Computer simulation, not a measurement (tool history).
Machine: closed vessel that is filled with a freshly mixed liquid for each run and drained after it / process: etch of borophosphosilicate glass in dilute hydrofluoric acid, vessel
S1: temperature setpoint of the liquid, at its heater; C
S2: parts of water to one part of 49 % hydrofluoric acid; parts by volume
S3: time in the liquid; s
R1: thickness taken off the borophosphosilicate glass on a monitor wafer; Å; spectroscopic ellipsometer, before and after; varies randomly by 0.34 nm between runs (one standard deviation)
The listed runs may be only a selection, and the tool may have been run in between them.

run 1 hour=0 | S1=20 S2=145 S3=45 | R1=193.54
run 2 hour=8.2 | S1=20 S2=195 S3=45 | R1=138
run 3 hour=9.2 | S1=20 S2=240 S3=45 | R1=105.37
run 4 hour=15.8 | S1=22.5 S2=240 S3=45 | R1=115.47
run 5 hour=16.7 | S1=23.5 S2=210 S3=45 | R1=140.29
run 6 hour=19.9 | S1=23.5 S2=255 S3=45 | R1=113.35
run 7 hour=24.6 | S1=27.5 S2=200 S3=45 | R1=174.73
run 8 hour=26.6 | S1=27.5 S2=175 S3=45 | R1=206.53
run 9 hour=27.2 | S1=27.5 S2=155 S3=45 | R1=236.28

What does the tool deliver on the next run?
run 10 hour=34.2 | S1=27.5 S2=140 S3=45 | R1=?

{"run 10": {"R1": 261.15}}
